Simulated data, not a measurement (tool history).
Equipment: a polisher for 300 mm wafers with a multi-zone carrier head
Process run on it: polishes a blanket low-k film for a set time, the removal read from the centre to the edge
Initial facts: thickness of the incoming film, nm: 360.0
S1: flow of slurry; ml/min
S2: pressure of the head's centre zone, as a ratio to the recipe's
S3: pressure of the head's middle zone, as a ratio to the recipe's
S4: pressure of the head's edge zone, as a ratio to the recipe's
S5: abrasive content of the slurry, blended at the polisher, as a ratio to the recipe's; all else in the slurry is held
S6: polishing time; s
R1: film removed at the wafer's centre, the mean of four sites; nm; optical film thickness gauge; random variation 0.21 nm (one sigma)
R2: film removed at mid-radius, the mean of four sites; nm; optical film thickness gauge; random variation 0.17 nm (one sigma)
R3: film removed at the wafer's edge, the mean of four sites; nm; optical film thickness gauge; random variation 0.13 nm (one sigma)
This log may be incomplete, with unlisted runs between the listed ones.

run,day,S1,S2,S3,S4,S5,S6,R1,R2,R3
1,0.000,300,1.00,1.00,1.00,1.0,48,14.747,15.470,15.396
2,0.354,305,0.99,1.01,1.03,1.0,48,14.858,16.037,15.539
3,0.571,305,0.99,1.01,1.03,1.0,43,13.265,14.043,14.046
4,0.679,305,0.99,1.01,0.94,1.0,43,13.381,13.946,13.367
5,1.000,305,0.99,1.01,0.94,1.0,55,16.585,18.143,17.462
6,1.362,265,0.99,1.01,0.94,1.0,55,16.454,18.113,16.956
7,1.592,275,0.97,1.00,0.95,1.0,55,16.203,17.811,17.125
8,1.942,280,0.95,0.99,0.96,1.0,55,15.588,17.715,17.432

Forecast run 9:
9,2.308,285,0.94,0.98,0.96,1.0,55,?,?,?

Logged for run 9: R1 15.679 nm, R2 17.367 nm, R3 17.698 nm.
